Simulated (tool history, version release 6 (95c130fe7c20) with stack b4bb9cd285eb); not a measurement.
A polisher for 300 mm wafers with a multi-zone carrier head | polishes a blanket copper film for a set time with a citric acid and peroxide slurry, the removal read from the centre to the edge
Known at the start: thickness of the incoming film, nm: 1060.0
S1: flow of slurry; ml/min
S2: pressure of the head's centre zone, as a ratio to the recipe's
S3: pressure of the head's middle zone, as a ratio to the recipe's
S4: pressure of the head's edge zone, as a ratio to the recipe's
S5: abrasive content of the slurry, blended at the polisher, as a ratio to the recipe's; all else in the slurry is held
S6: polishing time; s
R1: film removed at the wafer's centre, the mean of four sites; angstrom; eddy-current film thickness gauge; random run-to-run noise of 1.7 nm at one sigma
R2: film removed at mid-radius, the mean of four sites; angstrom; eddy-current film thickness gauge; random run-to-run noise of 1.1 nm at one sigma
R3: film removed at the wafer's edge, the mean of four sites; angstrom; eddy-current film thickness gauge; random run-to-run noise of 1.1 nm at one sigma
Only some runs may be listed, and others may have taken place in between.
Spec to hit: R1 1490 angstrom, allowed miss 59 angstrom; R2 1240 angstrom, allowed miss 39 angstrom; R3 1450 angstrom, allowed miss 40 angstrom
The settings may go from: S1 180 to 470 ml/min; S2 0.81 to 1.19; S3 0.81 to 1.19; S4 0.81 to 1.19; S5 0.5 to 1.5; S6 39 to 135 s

Run 1, hour 0: S1 300 ml/min, S2 1, S3 1, S4 1, S5 1, S6 87 s. Result: R1 1569.1 angstrom, R2 1522.8 angstrom, R3 1597 angstrom.
Run 2, hour 1.1: S1 300 ml/min, S2 1, S3 0.95, S4 1, S5 1, S6 87 s. Result: R1 1566.3 angstrom, R2 1467.8 angstrom, R3 1576.3 angstrom.
Run 3, hour 8.5: S1 255 ml/min, S2 1, S3 0.95, S4 1, S5 1, S6 87 s. Result: R1 1539.7 angstrom, R2 1446.3 angstrom, R3 1561.4 angstrom.
Run 4, hour 10.7: S1 255 ml/min, S2 1, S3 0.95, S4 1, S5 1, S6 71 s. Result: R1 1284.2 angstrom, R2 1173.8 angstrom, R3 1268.2 angstrom.
Run 5, hour 19.2: S1 260 ml/min, S2 1.01, S3 0.95, S4 1.02, S5 1, S6 71 s. Result: R1 1299.9 angstrom, R2 1179.1 angstrom, R3 1301.1 angstrom.
Run 6, hour 26.3: S1 260 ml/min, S2 1.07, S3 0.95, S4 1.02, S5 1, S6 71 s. Result: R1 1361.4 angstrom, R2 1179.2 angstrom, R3 1273.6 angstrom.
Run 7, hour 32.2: S1 265 ml/min, S2 1.07, S3 0.95, S4 1.03, S5 1, S6 71 s. Result: R1 1374.6 angstrom, R2 1153.5 angstrom, R3 1287.9 angstrom.
Run 8, hour 38.5: S1 270 ml/min, S2 1.07, S3 0.96, S4 1.04, S5 1, S6 71 s. Result: R1 1366.8 angstrom, R2 1194.1 angstrom, R3 1299.7 angstrom.
Run 9, hour 42.1: S1 325 ml/min, S2 1.13, S3 0.92, S4 1.14, S5 1.1, S6 71 s. Result: R1 1502.8 angstrom, R2 1179.3 angstrom, R3 1414.3 angstrom.

Pick the move, out of 4, that brings all results within their allowed miss; only one does.
Run A, hour 45.7: S1 340 ml/min, S2 1.09, S3 0.88, S4 1.18, S5 1.05, S6 73 s. Result: R1 ?, R2 ?, R3 ?.
Run B, hour 45.7: S1 260 ml/min, S2 1.19, S3 0.98, S4 1.03, S5 1.35, S6 69 s. Result: R1 ?, R2 ?, R3 ?.
Run C, hour 45.7: S1 300 ml/min, S2 1.19, S3 1.02, S4 0.96, S5 0.9, S6 79 s. Result: R1 ?, R2 ?, R3 ?.
Run D, hour 45.7: S1 260 ml/min, S2 1.12, S3 0.96, S4 1.18, S5 1.35, S6 70 s. Result: R1 ?, R2 ?, R3 ?.

move      R1      R2      R3
   A  1469.2  1166.9  1475.7
   B  1558.7  1241.9  1346.5
   C  1664.5  1369.7  1382.4
   D  1487.8  1238.5  1463.7
A: its largest miss is bigger than the last run's
B: puts the biggest miss on target and leaves a different result outside tolerance
C: takes the result that was furthest off past its target
D: every result within its allowed miss
So the answer is move D, the one that meets all the targets.

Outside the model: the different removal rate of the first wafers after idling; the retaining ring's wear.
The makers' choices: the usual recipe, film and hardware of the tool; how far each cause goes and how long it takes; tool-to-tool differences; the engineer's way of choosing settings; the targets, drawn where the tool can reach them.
